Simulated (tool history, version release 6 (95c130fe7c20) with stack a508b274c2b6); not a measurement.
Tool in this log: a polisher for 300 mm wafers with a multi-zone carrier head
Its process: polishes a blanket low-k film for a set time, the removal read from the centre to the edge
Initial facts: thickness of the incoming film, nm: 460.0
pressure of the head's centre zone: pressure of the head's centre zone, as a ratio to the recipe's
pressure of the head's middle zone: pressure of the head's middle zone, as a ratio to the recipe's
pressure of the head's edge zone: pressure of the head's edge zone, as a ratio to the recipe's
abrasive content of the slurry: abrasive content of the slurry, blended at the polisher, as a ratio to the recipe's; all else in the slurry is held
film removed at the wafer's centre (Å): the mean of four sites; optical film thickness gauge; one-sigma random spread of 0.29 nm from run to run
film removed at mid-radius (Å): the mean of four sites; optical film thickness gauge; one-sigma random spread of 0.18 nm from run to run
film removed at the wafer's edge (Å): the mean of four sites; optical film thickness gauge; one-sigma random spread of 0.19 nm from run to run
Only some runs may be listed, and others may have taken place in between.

run	hour	flow of slurry (ml/min)	pressure of the head's centre zone	pressure of the head's middle zone	pressure of the head's edge zone	abrasive content of the slurry	polishing time (s)	film removed at the wafer's centre (Å)	film removed at mid-radius (Å)	film removed at the wafer's edge (Å)
1	0	145	1	1	1	1	67	184.78	185.48	183.44
2	0.8	145	1.05	1	1	1	67	199.86	179.93	183.12
3	7.7	145	1.05	1	1	0.8	67	171.16	158.5	157.95
4	15.3	150	1.05	1.02	1.02	0.85	67	182.31	168.81	166.22
5	22.8	155	1.04	1.03	1.04	0.9	67	185.15	177.69	175.1
6	28.7	160	1.04	1.04	1.05	0.95	67	195.91	186.51	180.74

Expected results for the next run?
7	29.3	165	1.03	1.05	1.06	1	67	?	?	?

film removed at the wafer's centre (Å): 194.27
film removed at mid-radius (Å): 195.86
film removed at the wafer's edge (Å): 190.24
